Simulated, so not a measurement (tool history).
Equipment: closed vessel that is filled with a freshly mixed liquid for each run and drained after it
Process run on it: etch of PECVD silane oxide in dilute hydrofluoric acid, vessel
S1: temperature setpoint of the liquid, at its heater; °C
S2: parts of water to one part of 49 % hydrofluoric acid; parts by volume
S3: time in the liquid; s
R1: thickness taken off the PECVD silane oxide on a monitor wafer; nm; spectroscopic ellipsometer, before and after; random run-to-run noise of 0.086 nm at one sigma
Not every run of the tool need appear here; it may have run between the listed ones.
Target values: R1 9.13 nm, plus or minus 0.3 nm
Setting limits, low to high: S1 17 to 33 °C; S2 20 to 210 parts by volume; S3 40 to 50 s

run,day,S1,S2,S3,R1
1,0,25,115,50,12.15
2,0.125,24,115,50,11.552
3,0.342,23,115,50,11.408
4,0.504,22,115,50,10.993
5,0.733,21,115,50,10.358
6,1.117,21,115,50,10.473
7,1.504,20.5,115,50,10.107
# day 1.721: thermometer replaced
8,1.721,20,115,50,10.479

Which single option among these 4 for the next run brings every result within its allowed miss of target? Just one does.
A,1.938,18.5,135,50,?
B,1.938,23.5,120,40,?
C,1.938,21.5,85,40,?
D,1.938,20.5,115,40,?

move,R1
A,8.2464
B,9.2147
C,12.513
D,8.5805
A: carries the result that was furthest off beyond its target, to the other side
B: hits every target within its allowed miss
C: further off than the last run
D: carries the result that was furthest off beyond its target, to the other side
Go with B: it meets all targets.
